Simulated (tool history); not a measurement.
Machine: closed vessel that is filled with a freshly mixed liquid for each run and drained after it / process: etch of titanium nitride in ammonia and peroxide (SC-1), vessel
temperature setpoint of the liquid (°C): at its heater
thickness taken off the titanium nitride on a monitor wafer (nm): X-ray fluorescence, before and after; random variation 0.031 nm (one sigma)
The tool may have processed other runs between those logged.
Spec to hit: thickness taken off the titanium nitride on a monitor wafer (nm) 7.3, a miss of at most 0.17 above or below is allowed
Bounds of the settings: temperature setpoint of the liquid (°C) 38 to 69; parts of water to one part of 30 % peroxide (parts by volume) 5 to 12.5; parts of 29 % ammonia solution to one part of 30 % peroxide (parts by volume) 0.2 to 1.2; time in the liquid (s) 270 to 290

run,hour,temperature setpoint of the liquid (°C),parts of water to one part of 30 % peroxide (parts by volume),parts of 29 % ammonia solution to one part of 30 % peroxide (parts by volume),time in the liquid (s),thickness taken off the titanium nitride on a monitor wafer (nm)
1,0,53,7,0.85,270,20.28
2,4.3,49.5,7,0.85,270,15.941
3,8.3,56.5,7,0.85,270,25.903
4,15.3,52.5,7,0.85,270,19.706
5,16.7,52.5,9.5,0.85,270,16.993
6,18.8,52.5,9.5,1.05,270,17.523
7,26,49.5,9.5,1.05,270,14.226
8,30.5,49.5,9.5,1.05,270,14.155
9,34.3,47.5,9.5,1.05,270,12.308
10,39.2,46,9.5,1.05,270,11.051
11,43.6,44.5,9.5,1.05,270,9.9734
12,50.8,39,9.5,1.05,270,6.6728
13,54.6,39.5,9.5,1.05,270,6.9384

Which one of the following 5 next-run settings gets every result inside its allowed miss? There is exactly one.
A,58.4,38.5,9,0.9,270,?
B,58.4,40,8.5,1.2,270,?
C,58.4,39.5,8.5,0.9,275,?
D,58.4,39.5,11,1.05,290,?
E,58.4,39,8.5,1.2,290,?

move,thickness taken off the titanium nitride on a monitor wafer (nm)
A,6.4199
B,7.6897
C,7.2471
D,6.8781
E,7.6668
A: the biggest miss grows against the last run
B: pushes the last run's worst result past its target
C: hits every target within its allowed miss
D: the biggest miss grows against the last run
E: pushes the last run's worst result past its target
C meets every target.

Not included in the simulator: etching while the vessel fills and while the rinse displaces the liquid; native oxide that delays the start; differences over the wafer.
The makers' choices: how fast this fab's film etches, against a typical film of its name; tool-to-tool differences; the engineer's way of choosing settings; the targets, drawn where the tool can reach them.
